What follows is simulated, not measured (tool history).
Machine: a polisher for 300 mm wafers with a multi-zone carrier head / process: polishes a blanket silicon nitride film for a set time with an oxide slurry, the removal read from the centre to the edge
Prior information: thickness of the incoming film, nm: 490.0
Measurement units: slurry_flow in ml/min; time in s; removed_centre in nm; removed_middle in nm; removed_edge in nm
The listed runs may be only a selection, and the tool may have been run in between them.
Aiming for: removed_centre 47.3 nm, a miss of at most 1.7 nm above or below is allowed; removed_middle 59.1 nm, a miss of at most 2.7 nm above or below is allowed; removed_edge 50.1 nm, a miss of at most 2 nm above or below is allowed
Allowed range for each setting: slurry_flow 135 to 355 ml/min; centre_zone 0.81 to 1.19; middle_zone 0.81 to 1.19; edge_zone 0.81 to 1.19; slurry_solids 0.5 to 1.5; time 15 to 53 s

run 1 day=0 | slurry_flow=225 centre_zone=1 middle_zone=1 edge_zone=1 slurry_solids=1 time=34 | removed_centre=38.484 removed_middle=38.009 removed_edge=38.049
run 2 day=0.117 | slurry_flow=230 centre_zone=0.99 middle_zone=1.04 edge_zone=1.01 slurry_solids=1.1 time=34 | removed_centre=39.254 removed_middle=40.695 removed_edge=39.269
run 3 day=0.333 | slurry_flow=230 centre_zone=0.99 middle_zone=1.04 edge_zone=1.01 slurry_solids=1.2 time=34 | removed_centre=40.769 removed_middle=42.556 removed_edge=40.397
run 4 day=0.446 | slurry_flow=175 centre_zone=0.99 middle_zone=1.04 edge_zone=1.01 slurry_solids=1.2 time=34 | removed_centre=39.036 removed_middle=39.682 removed_edge=38.675
run 5 day=0.688 | slurry_flow=200 centre_zone=0.99 middle_zone=1.07 edge_zone=1.03 slurry_solids=1.25 time=34 | removed_centre=40.483 removed_middle=42.104 removed_edge=40.412
run 6 day=0.933 | slurry_flow=200 centre_zone=0.99 middle_zone=1.07 edge_zone=1.03 slurry_solids=1.25 time=30 | removed_centre=36.112 removed_middle=37.305 removed_edge=35.651
run 7 day=0.962 | slurry_flow=250 centre_zone=0.91 middle_zone=1.17 edge_zone=1.03 slurry_solids=1.5 time=38 | removed_centre=46.13 removed_middle=55.801 removed_edge=49.729
run 8 day=1.146 | slurry_flow=255 centre_zone=0.91 middle_zone=1.17 edge_zone=1.02 slurry_solids=1.5 time=38 | removed_centre=45.947 removed_middle=55.884 removed_edge=50.051
run 9 day=1.312 | slurry_flow=255 centre_zone=0.91 middle_zone=1.17 edge_zone=1.02 slurry_solids=1.5 time=38 | removed_centre=46.109 removed_middle=55.551 removed_edge=49.767
run 10 day=1.662 | slurry_flow=260 centre_zone=0.91 middle_zone=1.17 edge_zone=1 slurry_solids=1.5 time=38 | removed_centre=45.321 removed_middle=56.069 removed_edge=49.823
run 11 day=1.746 | slurry_flow=285 centre_zone=0.95 middle_zone=1.19 edge_zone=0.94 slurry_solids=1.5 time=39 | removed_centre=49.547 removed_middle=58.558 removed_edge=49.282
run 12 day=1.879 | slurry_flow=285 centre_zone=0.94 middle_zone=1.19 edge_zone=0.94 slurry_solids=1.5 time=39 | removed_centre=49.6 removed_middle=58.688 removed_edge=49.368

Which single option among these 5 for the next run brings every result within its allowed miss of target? Just one does.
run A day=2.012 | slurry_flow=330 centre_zone=0.99 middle_zone=1.19 edge_zone=0.94 slurry_solids=1.5 time=38 | removed_centre=? removed_middle=? removed_edge=?
run B day=2.012 | slurry_flow=165 centre_zone=0.98 middle_zone=1.19 edge_zone=0.92 slurry_solids=1.5 time=43 | removed_centre=? removed_middle=? removed_edge=?
run C day=2.012 | slurry_flow=345 centre_zone=0.98 middle_zone=1.12 edge_zone=0.9 slurry_solids=1.5 time=39 | removed_centre=? removed_middle=? removed_edge=?
run D day=2.012 | slurry_flow=300 centre_zone=1.02 middle_zone=1.18 edge_zone=0.95 slurry_solids=1.45 time=38 | removed_centre=? removed_middle=? removed_edge=?
run E day=2.012 | slurry_flow=295 centre_zone=0.89 middle_zone=1.18 edge_zone=0.94 slurry_solids=1.5 time=39 | removed_centre=? removed_middle=? removed_edge=?

move=A removed_centre=50.418 removed_middle=57.56 removed_edge=49.261
move=B removed_centre=50.776 removed_middle=59.207 removed_edge=51.373
move=C removed_centre=51.437 removed_middle=56.707 removed_edge=49.742
move=D removed_centre=50.807 removed_middle=56.029 removed_edge=48.61
move=E removed_centre=46.071 removed_middle=58.098 removed_edge=50.141
A: its largest miss is bigger than the last run's
B: its largest miss is bigger than the last run's
C: its largest miss is bigger than the last run's
D: its largest miss is bigger than the last run's
E: all results in spec
E meets every target.

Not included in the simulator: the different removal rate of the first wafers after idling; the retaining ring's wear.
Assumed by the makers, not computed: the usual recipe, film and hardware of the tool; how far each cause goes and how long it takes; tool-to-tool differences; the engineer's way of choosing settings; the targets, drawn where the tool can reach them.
